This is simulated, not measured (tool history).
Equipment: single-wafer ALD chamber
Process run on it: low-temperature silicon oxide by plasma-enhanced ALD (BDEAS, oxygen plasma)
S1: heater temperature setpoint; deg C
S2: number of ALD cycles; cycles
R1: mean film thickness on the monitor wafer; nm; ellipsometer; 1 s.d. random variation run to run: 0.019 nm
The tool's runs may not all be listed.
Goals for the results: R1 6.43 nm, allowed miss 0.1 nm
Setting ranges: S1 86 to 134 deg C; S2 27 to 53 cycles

run,hour,S1,S2,R1
1,0,110,40,5.3477
2,3.1,110,44,5.9058
3,8,109,45,6.0445
4,10.1,109,47,6.3093
5,11.9,109,42,5.6439
6,13.2,109,46,6.1927
7,21.4,108,46,6.2026
8,25.1,107,46,6.2086
9,33.8,107,46,6.1959

Which one of the following 4 next-run settings gets every result inside its allowed miss? There is exactly one.
A,42.5,102,47,?
B,42.5,111,46,?
C,42.5,111,50,?
D,42.5,113,44,?

move,R1
A,6.4118
B,6.159
C,6.6945
D,5.8664
A: meets every target
B: the biggest miss grows against the last run
C: the result that was furthest off in the last run now lies on the other side of its target
D: the biggest miss grows against the last run
A is the move that brings every result within its allowed miss.
